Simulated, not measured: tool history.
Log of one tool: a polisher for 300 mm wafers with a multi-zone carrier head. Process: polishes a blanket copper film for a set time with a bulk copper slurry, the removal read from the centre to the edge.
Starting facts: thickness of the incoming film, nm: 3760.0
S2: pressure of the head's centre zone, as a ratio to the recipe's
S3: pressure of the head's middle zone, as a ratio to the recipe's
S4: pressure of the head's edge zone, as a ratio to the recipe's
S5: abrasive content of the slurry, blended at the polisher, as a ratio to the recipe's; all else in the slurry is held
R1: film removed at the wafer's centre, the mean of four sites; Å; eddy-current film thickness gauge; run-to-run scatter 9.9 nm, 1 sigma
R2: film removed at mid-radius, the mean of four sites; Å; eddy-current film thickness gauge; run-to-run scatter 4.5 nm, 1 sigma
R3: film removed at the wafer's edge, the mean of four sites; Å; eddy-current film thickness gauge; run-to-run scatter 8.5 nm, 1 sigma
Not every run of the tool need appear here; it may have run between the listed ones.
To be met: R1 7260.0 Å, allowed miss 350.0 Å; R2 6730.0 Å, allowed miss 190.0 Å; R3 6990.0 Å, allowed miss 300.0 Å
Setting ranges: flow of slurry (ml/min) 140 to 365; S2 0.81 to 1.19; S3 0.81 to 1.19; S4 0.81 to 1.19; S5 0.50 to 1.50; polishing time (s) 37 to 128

Run 1, hour 0.0: flow of slurry (ml/min) 235, S2 1.00, S3 1.00, S4 1.00, S5 1.00, polishing time (s) 82. Result: R1 4960.8 Å, R2 5056.9 Å, R3 5128.9 Å.
Run 2, hour 2.0: flow of slurry (ml/min) 235, S2 1.03, S3 1.00, S4 1.00, S5 1.00, polishing time (s) 82. Result: R1 5162.2 Å, R2 5037.9 Å, R3 5312.1 Å.
Run 3, hour 5.4: flow of slurry (ml/min) 240, S2 1.06, S3 1.03, S4 1.01, S5 1.05, polishing time (s) 83. Result: R1 5467.9 Å, R2 5335.8 Å, R3 5330.7 Å.
Run 4, hour 8.8: flow of slurry (ml/min) 210, S2 1.06, S3 1.03, S4 1.01, S5 1.05, polishing time (s) 83. Result: R1 5523.5 Å, R2 5212.7 Å, R3 5280.0 Å.
Run 5, hour 12.4: flow of slurry (ml/min) 210, S2 1.06, S3 1.03, S4 1.01, S5 0.95, polishing time (s) 83. Result: R1 5343.0 Å, R2 5052.4 Å, R3 5159.5 Å.
Run 6, hour 18.5: flow of slurry (ml/min) 220, S2 1.07, S3 1.03, S4 1.03, S5 1.05, polishing time (s) 84. Result: R1 5481.7 Å, R2 5365.4 Å, R3 5340.0 Å.
Run 7, hour 21.2: flow of slurry (ml/min) 185, S2 1.16, S3 0.93, S4 1.11, S5 1.30, polishing time (s) 103. Result: R1 7805.6 Å, R2 6198.5 Å, R3 7158.2 Å.
Run 8, hour 25.9: flow of slurry (ml/min) 190, S2 1.15, S3 0.95, S4 1.10, S5 1.30, polishing time (s) 103. Result: R1 7879.8 Å, R2 6365.9 Å, R3 7288.7 Å.
Run 9, hour 30.1: flow of slurry (ml/min) 195, S2 1.14, S3 0.96, S4 1.09, S5 1.30, polishing time (s) 103. Result: R1 7685.6 Å, R2 6336.6 Å, R3 7176.3 Å.
Run 10, hour 37.2: flow of slurry (ml/min) 200, S2 1.13, S3 0.97, S4 1.08, S5 1.30, polishing time (s) 103. Result: R1 7503.3 Å, R2 6526.5 Å, R3 7243.7 Å.
Run 11, hour 40.0: flow of slurry (ml/min) 200, S2 1.13, S3 0.97, S4 1.08, S5 1.30, polishing time (s) 103. Result: R1 7287.8 Å, R2 6502.8 Å, R3 7047.4 Å.
At hour 41.9: edge zone pressure recalibrated.
Run 12, hour 41.9: flow of slurry (ml/min) 200, S2 1.13, S3 0.97, S4 1.08, S5 1.30, polishing time (s) 103. Result: R1 7489.1 Å, R2 6458.7 Å, R3 6912.6 Å.
Run 13, hour 47.4: flow of slurry (ml/min) 200, S2 1.12, S3 0.97, S4 1.08, S5 1.30, polishing time (s) 103. Result: R1 7380.2 Å, R2 6417.7 Å, R3 6860.0 Å.

Exercise: of the 4 proposed moves below, exactly one satisfies all targets within the stated allowed misses. Which move is it?
Run A, hour 52.9: flow of slurry (ml/min) 190, S2 1.07, S3 1.10, S4 1.04, S5 1.40, polishing time (s) 99. Result: R1 ?, R2 ?, R3 ?.
Run B, hour 52.9: flow of slurry (ml/min) 220, S2 1.08, S3 1.00, S4 1.13, S5 1.30, polishing time (s) 104. Result: R1 ?, R2 ?, R3 ?.
Run C, hour 52.9: flow of slurry (ml/min) 195, S2 1.17, S3 0.91, S4 1.10, S5 1.15, polishing time (s) 102. Result: R1 ?, R2 ?, R3 ?.
Run D, hour 52.9: flow of slurry (ml/min) 220, S2 1.10, S3 1.08, S4 1.01, S5 1.50, polishing time (s) 95. Result: R1 ?, R2 ?, R3 ?.

move      R1      R2      R3
   A  7141.0  7033.1  6598.0
   B  7571.7  6801.9  7182.5
   C  7648.9  5868.6  6654.5
   D  7327.6  6895.1  6451.7
A: moves the result that the last run missed by most past its target, out the other side
B: in spec on every target
C: its largest miss is bigger than the last run's
D: corrects the largest miss of the last run, while another result sits out of spec
Move B is the one to make.

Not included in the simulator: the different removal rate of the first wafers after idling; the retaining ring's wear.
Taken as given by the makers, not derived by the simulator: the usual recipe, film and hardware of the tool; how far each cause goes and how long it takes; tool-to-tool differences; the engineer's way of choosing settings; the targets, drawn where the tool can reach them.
